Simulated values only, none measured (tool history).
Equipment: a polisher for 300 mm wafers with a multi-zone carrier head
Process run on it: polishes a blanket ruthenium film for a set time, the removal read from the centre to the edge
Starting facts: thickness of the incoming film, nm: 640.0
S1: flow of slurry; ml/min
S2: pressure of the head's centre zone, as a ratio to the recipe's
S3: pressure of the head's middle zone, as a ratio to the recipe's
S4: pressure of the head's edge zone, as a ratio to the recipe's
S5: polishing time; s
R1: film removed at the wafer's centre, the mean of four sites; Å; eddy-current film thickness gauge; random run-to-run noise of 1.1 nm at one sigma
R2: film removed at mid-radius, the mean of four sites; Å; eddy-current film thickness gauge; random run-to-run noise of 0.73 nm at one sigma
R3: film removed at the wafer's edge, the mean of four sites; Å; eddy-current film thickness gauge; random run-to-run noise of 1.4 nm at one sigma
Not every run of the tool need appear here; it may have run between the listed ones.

{"run": 1, "hour": 0.0, "S1": 295, "S2": 1.0, "S3": 1.0, "S4": 1.0, "S5": 71, "R1": 1312.5, "R2": 1338.4, "R3": 1293.5}
{"run": 2, "hour": 2.9, "S1": 295, "S2": 1.0, "S3": 0.99, "S4": 0.98, "S5": 69, "R1": 1291.3, "R2": 1277.1, "R3": 1304.8}
{"run": 3, "hour": 11.2, "S1": 295, "S2": 1.0, "S3": 1.05, "S4": 0.98, "S5": 69, "R1": 1283.6, "R2": 1359.8, "R3": 1283.7}
{"run": 4, "hour": 16.8, "S1": 300, "S2": 1.01, "S3": 1.05, "S4": 0.98, "S5": 67, "R1": 1256.4, "R2": 1307.4, "R3": 1263.2}
{"run": 5, "hour": 21.7, "S1": 300, "S2": 1.01, "S3": 1.05, "S4": 1.06, "S5": 67, "R1": 1258.8, "R2": 1310.2, "R3": 1274.7}
{"run": 6, "hour": 27.5, "S1": 300, "S2": 1.01, "S3": 1.05, "S4": 1.06, "S5": 61, "R1": 1126.6, "R2": 1203.2, "R3": 1199.4}
{"run": 7, "hour": 35.7, "S1": 300, "S2": 1.01, "S3": 1.05, "S4": 1.06, "S5": 61, "R1": 1140.7, "R2": 1186.2, "R3": 1197.3}
{"run": 8, "hour": 41.1, "S1": 295, "S2": 1.02, "S3": 1.05, "S4": 1.03, "S5": 60, "R1": 1114.8, "R2": 1164.7, "R3": 1158.9}
{"run": 9, "hour": 44.7, "S1": 285, "S2": 1.04, "S3": 1.05, "S4": 1.01, "S5": 59, "R1": 1112.1, "R2": 1154.5, "R3": 1120.8}
{"run": 10, "hour": 48.3, "S1": 285, "S2": 1.04, "S3": 1.05, "S4": 1.01, "S5": 59, "R1": 1136.9, "R2": 1132.6, "R3": 1130.9}

The next listed run, before its measurement:
{"run": 11, "hour": 51.5, "S1": 275, "S2": 1.1, "S3": 1.01, "S4": 0.91, "S5": 52, "R1": "?", "R2": "?", "R3": "?"}

R1: 1041.0 Å
R2: 983.83 Å
R3: 935.7 Å
